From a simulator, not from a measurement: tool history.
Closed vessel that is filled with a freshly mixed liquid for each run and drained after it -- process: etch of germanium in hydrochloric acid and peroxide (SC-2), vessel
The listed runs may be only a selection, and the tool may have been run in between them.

run  hour  temperature setpoint of the liquid (°C)  parts of water to one part each of 37 % hydrochloric acid and 30 % peroxide (parts by volume)  time in the liquid (s)  thickness taken off the germanium on a monitor wafer (Å)
  1   0.0                                     53.0                                                                                             11                     105                                                    1351.9
  2   5.3                                     54.5                                                                                             11                     105                                                    1396.2
  3  10.4                                     56.0                                                                                             11                     105                                                    1466.5
  4  16.1                                     57.0                                                                                             11                     105                                                    1520.5
  5  23.2                                     58.0                                                                                             11                     105                                                    1542.4
  6  29.8                                     65.0                                                                                             11                     105                                                    1902.2
  7  34.5                                     64.5                                                                                             11                     105                                                    1863.2

Run 8, settings as shown, results not yet in. Your forecast:
  8  43.1                                     64.5                                                                                             11                     105                                                         ?

thickness taken off the germanium on a monitor wafer (Å): 1880.4

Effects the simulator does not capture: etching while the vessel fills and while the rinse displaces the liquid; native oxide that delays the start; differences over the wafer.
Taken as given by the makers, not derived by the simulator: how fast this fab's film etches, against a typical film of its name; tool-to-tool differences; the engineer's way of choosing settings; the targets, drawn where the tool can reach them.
